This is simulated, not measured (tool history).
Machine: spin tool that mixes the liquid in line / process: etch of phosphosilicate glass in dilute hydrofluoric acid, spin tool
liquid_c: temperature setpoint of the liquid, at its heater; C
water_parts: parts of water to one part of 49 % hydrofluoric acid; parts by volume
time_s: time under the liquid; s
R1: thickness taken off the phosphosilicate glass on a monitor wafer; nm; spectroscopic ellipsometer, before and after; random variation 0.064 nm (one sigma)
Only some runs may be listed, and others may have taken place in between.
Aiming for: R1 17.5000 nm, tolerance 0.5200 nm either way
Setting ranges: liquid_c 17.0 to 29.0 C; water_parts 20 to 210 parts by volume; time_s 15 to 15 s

Run 1, day 0.000: liquid_c 21.0 C, water_parts 115 parts by volume, time_s 15 s. Result: R1 9.1231 nm.
Run 2, day 0.288: liquid_c 18.5 C, water_parts 115 parts by volume, time_s 15 s. Result: R1 8.2524 nm.
Run 3, day 0.533: liquid_c 20.5 C, water_parts 115 parts by volume, time_s 15 s. Result: R1 8.9361 nm.
Run 4, day 0.721: liquid_c 20.5 C, water_parts 115 parts by volume, time_s 15 s. Result: R1 8.9319 nm.
Run 5, day 0.842: liquid_c 23.0 C, water_parts 100 parts by volume, time_s 15 s. Result: R1 11.6300 nm.
Run 6, day 1.092: liquid_c 23.0 C, water_parts 100 parts by volume, time_s 15 s. Result: R1 11.6550 nm.
Run 7, day 1.458: liquid_c 25.0 C, water_parts 95 parts by volume, time_s 15 s. Result: R1 13.3180 nm.
Run 8, day 1.638: liquid_c 26.5 C, water_parts 90 parts by volume, time_s 15 s. Result: R1 14.9180 nm.
Run 9, day 1.767: liquid_c 27.5 C, water_parts 90 parts by volume, time_s 15 s. Result: R1 15.6080 nm.

Below are 4 possible settings for the next run. Only one of them brings all results inside the allowed miss of their targets. Which is it?
Run A, day 1.896: liquid_c 29.0 C, water_parts 80 parts by volume, time_s 15 s. Result: R1 ?.
Run B, day 1.896: liquid_c 26.0 C, water_parts 90 parts by volume, time_s 15 s. Result: R1 ?.
Run C, day 1.896: liquid_c 27.0 C, water_parts 80 parts by volume, time_s 15 s. Result: R1 ?.
Run D, day 1.896: liquid_c 27.0 C, water_parts 95 parts by volume, time_s 15 s. Result: R1 ?.

move       R1
   A  18.8460
   B  14.7070
   C  17.4380
   D  14.3910
A: carries the result that was furthest off beyond its target, to the other side
B: misses by more than the last run did
C: every result within its allowed miss
D: misses by more than the last run did
The move that meets every target is C.

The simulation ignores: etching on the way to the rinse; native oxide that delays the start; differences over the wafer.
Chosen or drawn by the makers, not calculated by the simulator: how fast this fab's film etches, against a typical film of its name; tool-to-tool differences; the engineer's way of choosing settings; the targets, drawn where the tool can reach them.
